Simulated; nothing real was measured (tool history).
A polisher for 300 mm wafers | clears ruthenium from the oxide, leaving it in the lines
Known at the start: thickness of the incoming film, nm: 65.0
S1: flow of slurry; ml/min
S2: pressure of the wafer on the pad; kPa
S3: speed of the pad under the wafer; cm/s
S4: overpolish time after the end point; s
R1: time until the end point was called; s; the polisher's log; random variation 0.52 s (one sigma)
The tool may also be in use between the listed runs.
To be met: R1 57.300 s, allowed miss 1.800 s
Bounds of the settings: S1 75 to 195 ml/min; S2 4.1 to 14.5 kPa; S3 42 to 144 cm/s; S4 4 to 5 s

run 1 hour=0.0 | S1=125 S2=9.0 S3=92 S4=5 | R1=77.207
run 2 hour=8.5 | S1=100 S2=9.0 S3=92 S4=5 | R1=81.731
run 3 hour=14.4 | S1=100 S2=10.3 S3=92 S4=5 | R1=71.107
run 4 hour=23.5 | S1=110 S2=10.3 S3=92 S4=5 | R1=68.961
run 5 hour=29.6 | S1=120 S2=10.3 S3=92 S4=5 | R1=67.899
run 6 hour=38.4 | S1=120 S2=11.7 S3=92 S4=5 | R1=60.087
run 7 hour=46.2 | S1=125 S2=11.7 S3=92 S4=5 | R1=59.795
run 8 hour=48.6 | S1=130 S2=11.7 S3=92 S4=5 | R1=59.846

4 next moves are on the table. One of them brings every result within its allowed miss. Which?
run A hour=51.0 | S1=120 S2=11.7 S3=92 S4=4 | R1=?
run B hour=51.0 | S1=130 S2=11.7 S3=90 S4=4 | R1=?
run C hour=51.0 | S1=150 S2=11.0 S3=98 S4=5 | R1=?
run D hour=51.0 | S1=155 S2=13.8 S3=72 S4=5 | R1=?

move=A R1=60.543
move=B R1=60.743
move=C R1=57.666
move=D R1=62.095
A: further off than the last run
B: further off than the last run
C: meets every target
D: further off than the last run
The right move is C.
